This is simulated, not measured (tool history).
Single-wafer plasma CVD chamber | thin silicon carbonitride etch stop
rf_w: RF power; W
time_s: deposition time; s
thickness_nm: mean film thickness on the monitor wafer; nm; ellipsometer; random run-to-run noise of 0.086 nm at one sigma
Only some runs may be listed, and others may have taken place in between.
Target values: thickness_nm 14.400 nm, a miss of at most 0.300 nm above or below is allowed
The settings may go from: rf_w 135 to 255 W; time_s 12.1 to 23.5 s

Run 1, hour 0.0: rf_w 195 W, time_s 17.8 s. Result: thickness_nm 10.962 nm.
Run 2, hour 0.7: rf_w 220 W, time_s 17.8 s. Result: thickness_nm 11.573 nm.
Run 3, hour 1.8: rf_w 220 W, time_s 16.2 s. Result: thickness_nm 10.570 nm.
Run 4, hour 2.8: rf_w 225 W, time_s 16.9 s. Result: thickness_nm 11.104 nm.
Run 5, hour 8.8: rf_w 230 W, time_s 17.5 s. Result: thickness_nm 11.367 nm.
Run 6, hour 12.4: rf_w 235 W, time_s 18.2 s. Result: thickness_nm 11.934 nm.
Run 7, hour 15.5: rf_w 235 W, time_s 18.7 s. Result: thickness_nm 12.354 nm.
Run 8, hour 24.3: rf_w 235 W, time_s 19.1 s. Result: thickness_nm 12.544 nm.
Run 9, hour 29.8: rf_w 235 W, time_s 19.5 s. Result: thickness_nm 12.888 nm.
Run 10, hour 34.3: rf_w 235 W, time_s 19.8 s. Result: thickness_nm 13.111 nm.

Exercise: of the 5 proposed moves below, exactly one satisfies all targets within the stated allowed misses. Which move is it?
Run A, hour 38.8: rf_w 245 W, time_s 22.6 s. Result: thickness_nm ?.
Run B, hour 38.8: rf_w 255 W, time_s 21.2 s. Result: thickness_nm ?.
Run C, hour 38.8: rf_w 240 W, time_s 19.3 s. Result: thickness_nm ?.
Run D, hour 38.8: rf_w 245 W, time_s 20.5 s. Result: thickness_nm ?.
Run E, hour 38.8: rf_w 250 W, time_s 17.7 s. Result: thickness_nm ?.

move  thickness_nm
   A        14.995
   B        14.248
   C        12.720
   D        13.601
   E        11.820
A: takes the biggest miss from the last run beyond its target
B: in spec on every target
C: further off than the last run
D: nearer the targets than the last run, but a result is still out of spec
E: further off than the last run
Move B is the one to make.

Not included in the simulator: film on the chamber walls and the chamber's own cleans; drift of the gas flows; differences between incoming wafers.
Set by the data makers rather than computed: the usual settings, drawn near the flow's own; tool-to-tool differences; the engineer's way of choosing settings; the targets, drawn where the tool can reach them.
